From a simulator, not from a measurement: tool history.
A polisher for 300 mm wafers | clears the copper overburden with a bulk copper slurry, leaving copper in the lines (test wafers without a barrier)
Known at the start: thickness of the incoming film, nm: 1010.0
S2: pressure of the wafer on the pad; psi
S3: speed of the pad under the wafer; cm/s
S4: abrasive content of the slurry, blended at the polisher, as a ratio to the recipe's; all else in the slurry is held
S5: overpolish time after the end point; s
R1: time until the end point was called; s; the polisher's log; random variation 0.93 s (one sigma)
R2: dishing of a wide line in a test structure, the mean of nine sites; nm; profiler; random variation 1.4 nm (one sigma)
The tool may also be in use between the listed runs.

Run 1, day 0: flow of slurry (ml/min) 295, S2 3.2 psi, S3 134 cm/s, S4 1, S5 18 s. Result: R1 70.508 s, R2 100.76 nm.
Run 2, day 0.321: flow of slurry (ml/min) 295, S2 3.2 psi, S3 136 cm/s, S4 1, S5 16 s. Result: R1 67.661 s, R2 94.112 nm.
Run 3, day 0.625: flow of slurry (ml/min) 295, S2 3.2 psi, S3 136 cm/s, S4 1, S5 15 s. Result: R1 69.685 s, R2 90.589 nm.
Run 4, day 0.896: flow of slurry (ml/min) 295, S2 3.2 psi, S3 136 cm/s, S4 1, S5 14 s. Result: R1 70.501 s, R2 89.454 nm.
Run 5, day 1.075: flow of slurry (ml/min) 370, S2 3.2 psi, S3 136 cm/s, S4 1, S5 14 s. Result: R1 67.297 s, R2 91.574 nm.
Run 6, day 1.3: flow of slurry (ml/min) 440, S2 3.2 psi, S3 136 cm/s, S4 1, S5 14 s. Result: R1 66.965 s, R2 91.733 nm.
Run 7, day 1.425: flow of slurry (ml/min) 440, S2 3.2 psi, S3 136 cm/s, S4 1, S5 14 s. Result: R1 67.854 s, R2 91.104 nm.

The next listed run, before its measurement:
At day 1.546: slurry nozzle cleaned.
Run 8, day 1.546: flow of slurry (ml/min) 440, S2 3.2 psi, S3 136 cm/s, S4 1, S5 13 s. Result: R1 ?, R2 ?.

{"run 8": {"R1": 65.631, "R2": 88.781}}
